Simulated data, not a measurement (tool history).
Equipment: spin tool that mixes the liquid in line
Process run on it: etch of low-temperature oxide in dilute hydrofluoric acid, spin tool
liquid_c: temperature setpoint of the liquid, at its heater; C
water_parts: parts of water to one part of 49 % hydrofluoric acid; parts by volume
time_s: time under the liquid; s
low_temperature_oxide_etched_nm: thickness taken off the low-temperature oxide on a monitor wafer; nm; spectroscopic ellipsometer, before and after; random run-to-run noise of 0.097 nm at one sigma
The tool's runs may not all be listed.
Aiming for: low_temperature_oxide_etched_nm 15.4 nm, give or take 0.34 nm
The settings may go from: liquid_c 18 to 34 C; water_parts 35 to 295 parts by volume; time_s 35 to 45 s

run	hour	liquid_c	water_parts	time_s	low_temperature_oxide_etched_nm
1	0	26	165	45	6.6392
2	3.7	27	155	45	7.3586
3	12.3	28	145	45	8.3024
4	16.3	28	145	35	6.3901
5	19.4	30	145	35	7.0064
6	24.7	30.5	130	35	8.0181
7	26	31	120	35	9.0324
8	33	34	60	35	21.725
9	36.5	33	60	35	21.247
10	43.2	31.5	60	35	19.928
11	51.9	31.5	60	35	19.914

Which of these 5 next moves meets every target?
A	60.6	29	60	45	?
B	60.6	31	80	40	?
C	60.6	29	75	35	?
D	60.6	33	80	35	?
E	60.6	29	70	40	?

move	low_temperature_oxide_etched_nm
A	23.446
B	16.387
C	14.273
D	15.456
E	17.604
A: the biggest miss grows against the last run
B: nearer than the last run, and not there yet
C: the result that was furthest off in the last run now lies on the other side of its target
D: each result inside its tolerance
E: nearer than the last run, and not there yet
Go with D: it meets all targets.
